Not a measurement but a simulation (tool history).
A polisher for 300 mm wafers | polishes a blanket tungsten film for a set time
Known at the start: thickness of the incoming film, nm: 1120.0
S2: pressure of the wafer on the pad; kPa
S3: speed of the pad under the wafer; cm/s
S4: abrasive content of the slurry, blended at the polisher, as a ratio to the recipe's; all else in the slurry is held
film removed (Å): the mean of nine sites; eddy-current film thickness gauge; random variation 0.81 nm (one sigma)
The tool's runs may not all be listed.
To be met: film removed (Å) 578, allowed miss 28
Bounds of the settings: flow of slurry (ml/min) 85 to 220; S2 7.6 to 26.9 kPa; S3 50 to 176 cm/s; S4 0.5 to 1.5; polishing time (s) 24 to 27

run 1 day=0 | flow_of_slurry_(ml/min)=140 S2=17.2 S3=112 S4=1 polishing_time_(s)=27 | film_removed_(Å)=777.12
run 2 day=0.192 | flow_of_slurry_(ml/min)=140 S2=15.9 S3=112 S4=1 polishing_time_(s)=27 | film_removed_(Å)=732.4
run 3 day=0.479 | flow_of_slurry_(ml/min)=140 S2=14.5 S3=112 S4=1 polishing_time_(s)=27 | film_removed_(Å)=664.52
run 4 day=0.725 | flow_of_slurry_(ml/min)=140 S2=14.5 S3=126 S4=1 polishing_time_(s)=27 | film_removed_(Å)=735.82
run 5 day=1.042 | flow_of_slurry_(ml/min)=140 S2=14.5 S3=140 S4=1 polishing_time_(s)=27 | film_removed_(Å)=818.05
run 6 day=1.329 | flow_of_slurry_(ml/min)=140 S2=14.5 S3=140 S4=1.2 polishing_time_(s)=27 | film_removed_(Å)=846.12
run 7 day=1.696 | flow_of_slurry_(ml/min)=140 S2=13.1 S3=140 S4=1.2 polishing_time_(s)=27 | film_removed_(Å)=780.83
run 8 day=1.771 | flow_of_slurry_(ml/min)=135 S2=8.3 S3=138 S4=1.2 polishing_time_(s)=27 | film_removed_(Å)=496.41
run 9 day=2.133 | flow_of_slurry_(ml/min)=140 S2=8.3 S3=138 S4=1.2 polishing_time_(s)=27 | film_removed_(Å)=487.55
run 10 day=2.35 | flow_of_slurry_(ml/min)=140 S2=9 S3=138 S4=1.2 polishing_time_(s)=27 | film_removed_(Å)=532.3

Which of these 5 next moves meets every target?
run A day=2.567 | flow_of_slurry_(ml/min)=135 S2=9 S3=134 S4=1.25 polishing_time_(s)=27 | film_removed_(Å)=?
run B day=2.567 | flow_of_slurry_(ml/min)=135 S2=8.3 S3=174 S4=1.15 polishing_time_(s)=25 | film_removed_(Å)=?
run C day=2.567 | flow_of_slurry_(ml/min)=145 S2=11 S3=144 S4=1.25 polishing_time_(s)=26 | film_removed_(Å)=?
run D day=2.567 | flow_of_slurry_(ml/min)=135 S2=11.7 S3=138 S4=0.85 polishing_time_(s)=27 | film_removed_(Å)=?
run E day=2.567 | flow_of_slurry_(ml/min)=150 S2=11 S3=132 S4=1.3 polishing_time_(s)=27 | film_removed_(Å)=?

move=A film_removed_(Å)=525.85
move=B film_removed_(Å)=570.79
move=C film_removed_(Å)=667.1
move=D film_removed_(Å)=633.94
move=E film_removed_(Å)=645.26
A: further off than the last run
B: meets every target
C: takes the result that was furthest off past its target
D: takes the result that was furthest off past its target
E: takes the result that was furthest off past its target
Answer: B
